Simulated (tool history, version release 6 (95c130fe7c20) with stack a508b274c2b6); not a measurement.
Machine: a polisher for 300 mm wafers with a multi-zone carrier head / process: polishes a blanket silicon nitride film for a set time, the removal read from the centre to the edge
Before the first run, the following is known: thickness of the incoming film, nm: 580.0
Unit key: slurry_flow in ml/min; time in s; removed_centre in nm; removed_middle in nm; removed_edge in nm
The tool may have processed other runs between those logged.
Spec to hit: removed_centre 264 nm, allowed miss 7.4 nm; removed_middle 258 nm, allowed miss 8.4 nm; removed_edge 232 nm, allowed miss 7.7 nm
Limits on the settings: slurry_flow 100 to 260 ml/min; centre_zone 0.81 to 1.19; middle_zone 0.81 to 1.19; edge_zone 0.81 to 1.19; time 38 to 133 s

{"run": 1, "hour": 0.0, "slurry_flow": 165, "centre_zone": 1, "middle_zone": 1, "edge_zone": 1, "time": 85, "removed_centre": 175.74, "removed_middle": 179.39, "removed_edge": 173.72}
{"run": 2, "hour": 4.0, "slurry_flow": 185, "centre_zone": 1.04, "middle_zone": 1.04, "edge_zone": 1.04, "time": 90, "removed_centre": 194.46, "removed_middle": 198.75, "removed_edge": 194.26}
{"run": 3, "hour": 8.2, "slurry_flow": 185, "centre_zone": 1.04, "middle_zone": 1.04, "edge_zone": 1, "time": 90, "removed_centre": 195.66, "removed_middle": 198.59, "removed_edge": 187.22}
{"run": 4, "hour": 15.4, "slurry_flow": 185, "centre_zone": 1.04, "middle_zone": 1.04, "edge_zone": 1, "time": 110, "removed_centre": 242.86, "removed_middle": 243.83, "removed_edge": 231.45}
{"run": 5, "hour": 21.3, "slurry_flow": 195, "centre_zone": 1.05, "middle_zone": 1.05, "edge_zone": 0.99, "time": 110, "removed_centre": 239.65, "removed_middle": 251, "removed_edge": 233.17}
{"run": 6, "hour": 25.1, "slurry_flow": 195, "centre_zone": 1, "middle_zone": 1.05, "edge_zone": 0.99, "time": 110, "removed_centre": 231.71, "removed_middle": 243.68, "removed_edge": 230.41}
{"run": 7, "hour": 27.1, "slurry_flow": 200, "centre_zone": 1.04, "middle_zone": 1.05, "edge_zone": 0.97, "time": 110, "removed_centre": 243.26, "removed_middle": 249.85, "removed_edge": 228.6}
{"run": 8, "hour": 35.2, "slurry_flow": 210, "centre_zone": 1.06, "middle_zone": 1.05, "edge_zone": 0.97, "time": 110, "removed_centre": 250.15, "removed_middle": 255.12, "removed_edge": 232.61}
{"run": 9, "hour": 42.8, "slurry_flow": 210, "centre_zone": 1.06, "middle_zone": 1.05, "edge_zone": 0.97, "time": 110, "removed_centre": 246.92, "removed_middle": 255.54, "removed_edge": 228.27}

Exactly one of the 5 candidate moves below puts every result within its allowed miss. Which one?
{"run": "A", "hour": 50.4, "slurry_flow": 240, "centre_zone": 1.09, "middle_zone": 1.07, "edge_zone": 0.89, "time": 107, "removed_centre": "?", "removed_middle": "?", "removed_edge": "?"}
{"run": "B", "hour": 50.4, "slurry_flow": 145, "centre_zone": 1.03, "middle_zone": 1.09, "edge_zone": 0.9, "time": 120, "removed_centre": "?", "removed_middle": "?", "removed_edge": "?"}
{"run": "C", "hour": 50.4, "slurry_flow": 215, "centre_zone": 1.04, "middle_zone": 1.1, "edge_zone": 0.96, "time": 107, "removed_centre": "?", "removed_middle": "?", "removed_edge": "?"}
{"run": "D", "hour": 50.4, "slurry_flow": 140, "centre_zone": 1.04, "middle_zone": 1.15, "edge_zone": 1.1, "time": 111, "removed_centre": "?", "removed_middle": "?", "removed_edge": "?"}
{"run": "E", "hour": 50.4, "slurry_flow": 220, "centre_zone": 1.13, "middle_zone": 1.1, "edge_zone": 0.99, "time": 108, "removed_centre": "?", "removed_middle": "?", "removed_edge": "?"}

move=A removed_centre=253.55 removed_middle=249.89 removed_edge=219.35
move=B removed_centre=245.7 removed_middle=263.09 removed_edge=233.24
move=C removed_centre=238.12 removed_middle=252.33 removed_edge=224.73
move=D removed_centre=227.73 removed_middle=252.91 removed_edge=236.25
move=E removed_centre=262.19 removed_middle=255.34 removed_edge=230.71
A: an improvement on the last run, though not all results are within tolerance
B: moves away from the targets compared with the last run
C: moves away from the targets compared with the last run
D: moves away from the targets compared with the last run
E: in spec on every target
E is the move that brings every result within its allowed miss.
